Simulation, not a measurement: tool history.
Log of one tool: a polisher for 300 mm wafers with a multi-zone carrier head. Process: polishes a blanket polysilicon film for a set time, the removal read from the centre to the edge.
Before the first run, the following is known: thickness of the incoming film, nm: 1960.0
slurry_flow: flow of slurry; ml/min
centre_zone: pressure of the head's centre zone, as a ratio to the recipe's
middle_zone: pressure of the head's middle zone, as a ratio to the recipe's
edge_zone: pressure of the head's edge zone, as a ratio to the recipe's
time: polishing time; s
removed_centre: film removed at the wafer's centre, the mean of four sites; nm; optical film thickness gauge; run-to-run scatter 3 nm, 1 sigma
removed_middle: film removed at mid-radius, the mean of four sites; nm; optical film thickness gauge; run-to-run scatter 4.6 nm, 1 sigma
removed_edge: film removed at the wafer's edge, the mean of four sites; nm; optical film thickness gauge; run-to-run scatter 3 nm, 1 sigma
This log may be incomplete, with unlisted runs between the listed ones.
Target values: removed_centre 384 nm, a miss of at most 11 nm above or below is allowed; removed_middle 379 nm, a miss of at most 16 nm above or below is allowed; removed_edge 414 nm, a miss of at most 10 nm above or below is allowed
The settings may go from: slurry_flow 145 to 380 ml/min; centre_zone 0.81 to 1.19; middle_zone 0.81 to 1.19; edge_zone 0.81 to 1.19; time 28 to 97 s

{"run": 1, "day": 0.0, "slurry_flow": 245, "centre_zone": 1, "middle_zone": 1, "edge_zone": 1, "time": 62, "removed_centre": 474.31, "removed_middle": 466.76, "removed_edge": 471.24}
{"run": 2, "day": 0.267, "slurry_flow": 240, "centre_zone": 0.98, "middle_zone": 0.98, "edge_zone": 0.98, "time": 61, "removed_centre": 452.25, "removed_middle": 451.69, "removed_edge": 463.87}
{"run": 3, "day": 0.604, "slurry_flow": 235, "centre_zone": 0.97, "middle_zone": 0.96, "edge_zone": 0.97, "time": 60, "removed_centre": 436.22, "removed_middle": 426.92, "removed_edge": 449.19}
{"run": 4, "day": 0.958, "slurry_flow": 210, "centre_zone": 0.97, "middle_zone": 0.96, "edge_zone": 0.97, "time": 60, "removed_centre": 435.39, "removed_middle": 425.69, "removed_edge": 441.42}
{"run": 5, "day": 1.212, "slurry_flow": 210, "centre_zone": 1.05, "middle_zone": 0.96, "edge_zone": 0.97, "time": 60, "removed_centre": 472.35, "removed_middle": 427.22, "removed_edge": 445.69}
{"run": 6, "day": 1.383, "slurry_flow": 205, "centre_zone": 1.03, "middle_zone": 0.95, "edge_zone": 0.96, "time": 60, "removed_centre": 454.22, "removed_middle": 424.14, "removed_edge": 440.75}
{"run": 7, "day": 1.567, "slurry_flow": 200, "centre_zone": 1.01, "middle_zone": 0.94, "edge_zone": 0.95, "time": 60, "removed_centre": 444.4, "removed_middle": 409.11, "removed_edge": 439.45}
{"run": 8, "day": 1.729, "slurry_flow": 195, "centre_zone": 0.99, "middle_zone": 0.94, "edge_zone": 0.94, "time": 60, "removed_centre": 431.3, "removed_middle": 410.26, "removed_edge": 431.89}
{"run": 9, "day": 1.771, "slurry_flow": 190, "centre_zone": 0.98, "middle_zone": 0.93, "edge_zone": 0.94, "time": 60, "removed_centre": 426.19, "removed_middle": 403.39, "removed_edge": 433.37}
{"run": 10, "day": 1.829, "slurry_flow": 185, "centre_zone": 0.97, "middle_zone": 0.93, "edge_zone": 0.93, "time": 60, "removed_centre": 423.81, "removed_middle": 410.52, "removed_edge": 427.52}
{"run": 11, "day": 2.017, "slurry_flow": 180, "centre_zone": 0.96, "middle_zone": 0.92, "edge_zone": 0.93, "time": 60, "removed_centre": 414.97, "removed_middle": 395.18, "removed_edge": 427.15}

Pick the move, out of 4, that brings all results within their allowed miss; only one does.
{"run": "A", "day": 2.204, "slurry_flow": 165, "centre_zone": 0.97, "middle_zone": 0.82, "edge_zone": 0.93, "time": 61, "removed_centre": "?", "removed_middle": "?", "removed_edge": "?"}
{"run": "B", "day": 2.204, "slurry_flow": 170, "centre_zone": 0.89, "middle_zone": 0.95, "edge_zone": 0.94, "time": 61, "removed_centre": "?", "removed_middle": "?", "removed_edge": "?"}
{"run": "C", "day": 2.204, "slurry_flow": 145, "centre_zone": 0.99, "middle_zone": 0.83, "edge_zone": 0.97, "time": 64, "removed_centre": "?", "removed_middle": "?", "removed_edge": "?"}
{"run": "D", "day": 2.204, "slurry_flow": 195, "centre_zone": 0.91, "middle_zone": 0.9, "edge_zone": 0.93, "time": 58, "removed_centre": "?", "removed_middle": "?", "removed_edge": "?"}

move=A removed_centre=413.5 removed_middle=369.35 removed_edge=431.52
move=B removed_centre=382.12 removed_middle=419.89 removed_edge=434.87
move=C removed_centre=428.29 removed_middle=379.91 removed_edge=452.07
move=D removed_centre=382.26 removed_middle=391.48 removed_edge=419.47
A: no nearer and no further than the last run
B: meets the target for the result that was furthest off, but another lies outside its allowed miss
C: further off than the last run
D: every result lands within tolerance
The move that meets every target is D.
